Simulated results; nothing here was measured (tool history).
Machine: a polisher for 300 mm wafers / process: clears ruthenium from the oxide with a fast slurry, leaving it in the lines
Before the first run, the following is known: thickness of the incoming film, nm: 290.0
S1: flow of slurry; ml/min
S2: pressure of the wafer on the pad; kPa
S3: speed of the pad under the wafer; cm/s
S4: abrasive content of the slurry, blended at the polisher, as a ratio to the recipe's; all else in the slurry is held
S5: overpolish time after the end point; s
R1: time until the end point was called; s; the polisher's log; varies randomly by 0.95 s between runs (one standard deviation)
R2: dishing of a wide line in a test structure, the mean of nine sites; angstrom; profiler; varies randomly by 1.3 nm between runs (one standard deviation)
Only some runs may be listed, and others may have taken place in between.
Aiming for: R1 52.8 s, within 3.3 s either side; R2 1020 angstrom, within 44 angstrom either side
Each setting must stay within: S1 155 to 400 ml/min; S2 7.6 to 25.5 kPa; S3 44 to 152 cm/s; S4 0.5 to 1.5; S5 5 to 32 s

run	hour	S1	S2	S3	S4	S5	R1	R2
1	0	255	16.5	98	1	16	70.58	528.05
2	5.8	255	17.9	98	1	18	65.458	605.65
3	12.4	255	17.9	76	1	18	82.58	508.24
4	17.6	255	17.9	76	0.8	18	92.384	462.3
5	24	255	18.6	84	0.8	20	78.23	564.92
6	24.8	255	18.6	84	0.8	17	79.194	490.67
7	26.4	255	22.1	108	0.85	25	51.676	939.65
8	33.3	255	21.4	108	0.85	26	54.896	946.03
9	39.5	255	21.4	108	0.85	26	53.989	917.26

Exactly one of the 4 candidate moves below puts every result within its allowed miss. Which one?
A	45.7	345	18.6	112	0.75	30	?	?
B	45.7	310	17.9	108	0.95	27	?	?
C	45.7	255	25.5	100	0.75	29	?	?
D	45.7	225	25.5	118	0.6	20	?	?

move	R1	R2
A	62.832	938.43
B	60.554	894.84
C	52.731	1031.1
D	52.002	804.16
A: moves away from the targets compared with the last run
B: moves away from the targets compared with the last run
C: in spec on every target
D: moves away from the targets compared with the last run
C is the move that brings every result within its allowed miss.

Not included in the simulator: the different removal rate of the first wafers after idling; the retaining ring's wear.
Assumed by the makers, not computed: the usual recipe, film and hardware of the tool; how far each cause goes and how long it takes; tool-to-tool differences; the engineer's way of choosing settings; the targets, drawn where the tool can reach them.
